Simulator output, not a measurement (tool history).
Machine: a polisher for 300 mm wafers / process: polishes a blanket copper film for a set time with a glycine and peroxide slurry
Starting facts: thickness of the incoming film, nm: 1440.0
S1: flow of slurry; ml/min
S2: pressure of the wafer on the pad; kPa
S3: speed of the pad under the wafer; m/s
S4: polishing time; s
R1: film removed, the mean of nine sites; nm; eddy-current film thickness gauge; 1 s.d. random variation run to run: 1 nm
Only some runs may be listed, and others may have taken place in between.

run,day,S1,S2,S3,S4,R1
1,0,140,19.3,0.82,39,180.68
2,0.225,135,15.9,0.78,39,151.04
3,0.492,130,13.8,0.76,39,132.51
4,0.608,95,13.8,0.76,39,129.71
5,0.662,95,12.4,0.76,39,116.48
6,0.767,95,15.9,0.76,39,143.3
7,1.058,95,13.8,0.76,39,127.32

Expected results for the next run?
8,1.371,95,12.4,0.76,39,?

Run 8 measured R1 121.04 nm.
